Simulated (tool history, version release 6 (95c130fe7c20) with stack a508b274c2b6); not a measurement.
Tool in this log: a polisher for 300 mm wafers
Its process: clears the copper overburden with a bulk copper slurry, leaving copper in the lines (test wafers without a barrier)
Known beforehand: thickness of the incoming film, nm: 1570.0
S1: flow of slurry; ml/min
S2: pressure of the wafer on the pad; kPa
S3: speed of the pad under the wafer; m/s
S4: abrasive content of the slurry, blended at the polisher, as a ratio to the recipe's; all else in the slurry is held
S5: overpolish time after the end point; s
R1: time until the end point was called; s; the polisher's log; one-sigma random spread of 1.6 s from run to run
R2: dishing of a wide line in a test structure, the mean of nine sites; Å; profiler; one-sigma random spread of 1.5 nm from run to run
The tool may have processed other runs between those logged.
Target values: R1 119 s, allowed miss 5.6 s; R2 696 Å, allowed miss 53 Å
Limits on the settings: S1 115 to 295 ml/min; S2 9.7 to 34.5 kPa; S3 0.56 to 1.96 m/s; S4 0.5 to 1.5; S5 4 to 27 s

{"run": 1, "hour": 0.0, "S1": 190, "S2": 22.1, "S3": 1.26, "S4": 1, "S5": 14, "R1": 108.58, "R2": 1000.6}
{"run": 2, "hour": 5.2, "S1": 190, "S2": 17.2, "S3": 1.26, "S4": 1, "S5": 14, "R1": 136.67, "R2": 846.83}
{"run": 3, "hour": 6.0, "S1": 170, "S2": 17.2, "S3": 1.26, "S4": 1, "S5": 14, "R1": 138.45, "R2": 887.46}
{"run": 4, "hour": 9.4, "S1": 170, "S2": 13.8, "S3": 1.26, "S4": 1, "S5": 14, "R1": 172.04, "R2": 744.58}
{"run": 5, "hour": 13.3, "S1": 170, "S2": 9.7, "S3": 1.26, "S4": 1, "S5": 14, "R1": 230.61, "R2": 603.43}
{"run": 6, "hour": 21.4, "S1": 170, "S2": 9.7, "S3": 1.26, "S4": 1, "S5": 14, "R1": 232.31, "R2": 581.05}
{"run": 7, "hour": 23.0, "S1": 175, "S2": 11, "S3": 1.28, "S4": 1, "S5": 13, "R1": 198.4, "R2": 631.5}
{"run": 8, "hour": 24.0, "S1": 180, "S2": 12.4, "S3": 1.28, "S4": 1, "S5": 12, "R1": 183.33, "R2": 635.96}
{"run": 9, "hour": 27.7, "S1": 185, "S2": 13.8, "S3": 1.28, "S4": 1, "S5": 11, "R1": 164.29, "R2": 652.46}
{"run": 10, "hour": 31.7, "S1": 185, "S2": 14.5, "S3": 1.28, "S4": 1, "S5": 10, "R1": 162.36, "R2": 616.42}
{"run": 11, "hour": 36.8, "S1": 190, "S2": 15.2, "S3": 1.28, "S4": 1, "S5": 10, "R1": 152.02, "R2": 662.88}
{"run": 12, "hour": 39.7, "S1": 190, "S2": 15.9, "S3": 1.28, "S4": 1, "S5": 10, "R1": 145.85, "R2": 686.88}
{"run": 13, "hour": 44.2, "S1": 190, "S2": 16.5, "S3": 1.28, "S4": 1, "S5": 9, "R1": 142.06, "R2": 622.7}
{"run": 14, "hour": 46.4, "S1": 195, "S2": 20.7, "S3": 1.3, "S4": 1, "S5": 10, "R1": 111.53, "R2": 819.39}
{"run": 15, "hour": 48.3, "S1": 195, "S2": 20, "S3": 1.3, "S4": 1, "S5": 9, "R1": 117.58, "R2": 747.96}

5 candidate next runs follow, results not yet known. Just one meets every target within its allowed miss. Identify it.
{"run": "A", "hour": 50.2, "S1": 205, "S2": 21.4, "S3": 1.22, "S4": 0.95, "S5": 10, "R1": "?", "R2": "?"}
{"run": "B", "hour": 50.2, "S1": 175, "S2": 19.3, "S3": 1.28, "S4": 1.1, "S5": 8, "R1": "?", "R2": "?"}
{"run": "C", "hour": 50.2, "S1": 215, "S2": 21.4, "S3": 1.22, "S4": 0.9, "S5": 10, "R1": "?", "R2": "?"}
{"run": "D", "hour": 50.2, "S1": 185, "S2": 20, "S3": 1.36, "S4": 0.9, "S5": 10, "R1": "?", "R2": "?"}
{"run": "E", "hour": 50.2, "S1": 180, "S2": 21.4, "S3": 1.2, "S4": 1, "S5": 11, "R1": "?", "R2": "?"}

move=A R1=115.46 R2=799.05
move=B R1=118.2 R2=665.88
move=C R1=116.68 R2=793.35
move=D R1=113.64 R2=802.58
move=E R1=117.43 R2=841.76
A: moves away from the targets compared with the last run
B: hits every target within its allowed miss
C: moves away from the targets compared with the last run
D: moves away from the targets compared with the last run
E: moves away from the targets compared with the last run
So the answer is move B, the one that meets all the targets.
